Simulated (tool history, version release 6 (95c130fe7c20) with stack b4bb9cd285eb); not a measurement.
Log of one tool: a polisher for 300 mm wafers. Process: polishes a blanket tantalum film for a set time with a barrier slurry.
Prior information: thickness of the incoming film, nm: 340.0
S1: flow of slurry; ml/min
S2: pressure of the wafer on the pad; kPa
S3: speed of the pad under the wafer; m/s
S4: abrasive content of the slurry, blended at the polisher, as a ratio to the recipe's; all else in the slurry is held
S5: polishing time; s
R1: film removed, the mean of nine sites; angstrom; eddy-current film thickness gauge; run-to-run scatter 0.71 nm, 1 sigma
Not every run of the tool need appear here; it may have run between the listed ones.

run,hour,S1,S2,S3,S4,S5,R1
1,0.0,270,13.1,0.96,1.0,64,1048.40
2,6.1,270,11.7,0.94,1.0,64,944.82
3,9.4,270,10.3,0.94,1.0,64,841.74
4,17.6,270,10.3,1.16,1.0,64,1032.60
5,20.7,270,9.7,1.12,1.0,64,923.98
6,26.7,270,9.0,1.08,1.0,64,867.37
7,33.6,270,8.3,1.04,1.0,64,772.46

Run 8, settings as shown, results not yet in. Your forecast:
8,38.8,270,8.3,1.02,1.0,64,?

R1: 752.22 angstrom
